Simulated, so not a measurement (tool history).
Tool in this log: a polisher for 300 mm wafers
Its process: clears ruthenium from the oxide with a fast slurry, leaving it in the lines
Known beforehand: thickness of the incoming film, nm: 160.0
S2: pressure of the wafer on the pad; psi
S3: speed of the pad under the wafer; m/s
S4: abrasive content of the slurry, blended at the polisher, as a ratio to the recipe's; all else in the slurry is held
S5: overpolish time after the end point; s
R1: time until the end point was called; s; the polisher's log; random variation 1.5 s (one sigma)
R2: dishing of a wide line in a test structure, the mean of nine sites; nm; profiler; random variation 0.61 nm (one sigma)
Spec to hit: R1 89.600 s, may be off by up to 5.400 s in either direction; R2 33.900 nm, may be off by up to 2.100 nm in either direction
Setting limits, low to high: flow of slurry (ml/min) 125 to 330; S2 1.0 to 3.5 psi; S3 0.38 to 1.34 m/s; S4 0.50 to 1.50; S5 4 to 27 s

{"run": 1, "day": 0.0, "flow of slurry (ml/min)": 210, "S2": 2.2, "S3": 0.86, "S4": 1.0, "S5": 14, "R1": 63.665, "R2": 28.955}
{"run": 2, "day": 0.183, "flow of slurry (ml/min)": 210, "S2": 2.0, "S3": 0.86, "S4": 1.0, "S5": 14, "R1": 67.178, "R2": 27.239}
{"run": 3, "day": 0.4, "flow of slurry (ml/min)": 170, "S2": 2.0, "S3": 0.86, "S4": 1.0, "S5": 14, "R1": 70.774, "R2": 27.309}
{"run": 4, "day": 0.5, "flow of slurry (ml/min)": 170, "S2": 2.0, "S3": 0.86, "S4": 0.9, "S5": 14, "R1": 72.777, "R2": 25.73}
{"run": 5, "day": 0.704, "flow of slurry (ml/min)": 170, "S2": 2.0, "S3": 0.86, "S4": 0.7, "S5": 14, "R1": 80.315, "R2": 23.188}
{"run": 6, "day": 0.888, "flow of slurry (ml/min)": 170, "S2": 2.0, "S3": 0.86, "S4": 0.7, "S5": 19, "R1": 82.175, "R2": 30.746}
{"run": 7, "day": 0.992, "flow of slurry (ml/min)": 170, "S2": 2.0, "S3": 0.86, "S4": 0.7, "S5": 20, "R1": 81.985, "R2": 32.257}
{"day": 1.35, "done": "worn pad replaced by a new one"}
{"run": 8, "day": 1.35, "flow of slurry (ml/min)": 170, "S2": 2.0, "S3": 0.86, "S4": 0.7, "S5": 21, "R1": 78.676, "R2": 36.119}

Of the 4 settings listed for the next run, only one would bring every result within its allowed miss of target. Which one?
{"run": "A", "day": 1.708, "flow of slurry (ml/min)": 180, "S2": 2.2, "S3": 0.72, "S4": 0.65, "S5": 26, "R1": "?", "R2": "?"}
{"run": "B", "day": 1.708, "flow of slurry (ml/min)": 155, "S2": 2.9, "S3": 0.6, "S4": 0.65, "S5": 23, "R1": "?", "R2": "?"}
{"run": "C", "day": 1.708, "flow of slurry (ml/min)": 135, "S2": 1.9, "S3": 1.0, "S4": 0.7, "S5": 19, "R1": "?", "R2": "?"}
{"run": "D", "day": 1.708, "flow of slurry (ml/min)": 145, "S2": 2.1, "S3": 1.22, "S4": 0.6, "S5": 15, "R1": "?", "R2": "?"}

move=A R1=89.063 R2=37.581
move=B R1=89.143 R2=33.532
move=C R1=69.763 R2=35.254
move=D R1=58.676 R2=33.246
A: gets the furthest-off result to its target, but another result is out of tolerance
B: all results in spec
C: moves away from the targets compared with the last run
D: moves away from the targets compared with the last run
B meets every target.
